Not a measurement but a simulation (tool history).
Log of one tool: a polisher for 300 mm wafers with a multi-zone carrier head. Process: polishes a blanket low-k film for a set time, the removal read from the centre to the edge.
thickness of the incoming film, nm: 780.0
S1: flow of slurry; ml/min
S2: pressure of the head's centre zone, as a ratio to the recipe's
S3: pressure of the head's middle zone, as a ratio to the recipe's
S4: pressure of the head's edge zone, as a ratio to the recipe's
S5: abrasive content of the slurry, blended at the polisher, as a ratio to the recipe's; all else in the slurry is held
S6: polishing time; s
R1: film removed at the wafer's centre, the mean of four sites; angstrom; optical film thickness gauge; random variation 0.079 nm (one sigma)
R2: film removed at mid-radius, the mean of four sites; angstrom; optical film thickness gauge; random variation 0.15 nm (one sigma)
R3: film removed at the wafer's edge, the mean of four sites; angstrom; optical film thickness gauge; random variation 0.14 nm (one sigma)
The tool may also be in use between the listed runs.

run,hour,S1,S2,S3,S4,S5,S6,R1,R2,R3
1,0.0,285,1.00,1.00,1.00,1.00,49,214.83,215.49,214.55
2,8.1,285,1.00,1.00,1.00,1.00,40,175.66,173.00,177.03
3,9.9,285,0.95,1.00,1.00,1.00,40,166.95,176.53,177.84
4,16.9,285,0.95,0.97,1.00,1.00,40,166.81,172.72,176.46
5,23.7,285,0.99,0.97,1.00,1.00,40,173.64,172.29,175.07
6,32.1,295,0.96,1.00,0.94,0.85,40,157.16,160.65,158.43
7,40.9,290,0.93,1.03,0.90,0.80,40,144.89,161.30,148.47
8,42.9,270,0.92,1.02,0.87,0.80,40,143.27,155.69,147.40

Run 9 comes next. What will it give?
9,47.9,275,0.91,1.04,0.85,0.75,40,?,?,?

Run 9 gave R1 136.12 angstrom, R2 153.22 angstrom, R3 139.73 angstrom.
